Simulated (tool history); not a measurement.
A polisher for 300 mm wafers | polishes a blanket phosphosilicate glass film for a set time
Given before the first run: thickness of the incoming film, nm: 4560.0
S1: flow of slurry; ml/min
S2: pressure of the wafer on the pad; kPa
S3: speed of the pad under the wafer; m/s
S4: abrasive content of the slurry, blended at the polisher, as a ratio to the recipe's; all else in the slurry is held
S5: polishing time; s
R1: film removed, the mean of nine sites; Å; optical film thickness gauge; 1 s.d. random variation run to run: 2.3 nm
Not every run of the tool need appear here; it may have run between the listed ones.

{"run": 1, "day": 0.0, "S1": 180, "S2": 15.2, "S3": 1.06, "S4": 1, "S5": 48, "R1": 2678.8}
{"run": 2, "day": 0.083, "S1": 205, "S2": 15.2, "S3": 1.06, "S4": 1, "S5": 48, "R1": 2691.1}
{"run": 3, "day": 0.342, "S1": 205, "S2": 15.2, "S3": 1.06, "S4": 1, "S5": 44, "R1": 2454.2}
{"run": 4, "day": 0.65, "S1": 205, "S2": 14.5, "S3": 1.06, "S4": 1, "S5": 44, "R1": 2395.3}
{"run": 5, "day": 0.729, "S1": 205, "S2": 14.5, "S3": 1.06, "S4": 1, "S5": 44, "R1": 2364.4}
{"run": 6, "day": 0.775, "S1": 205, "S2": 14.5, "S3": 1.06, "S4": 0.9, "S5": 44, "R1": 2325.8}
{"run": 7, "day": 1.129, "S1": 205, "S2": 13.8, "S3": 1.06, "S4": 0.9, "S5": 44, "R1": 2100.4}

What will run 8 give?
{"run": 8, "day": 1.404, "S1": 205, "S2": 12.4, "S3": 1.06, "S4": 0.9, "S5": 44, "R1": "?"}

Run 8 gave R1 1952.3 Å.
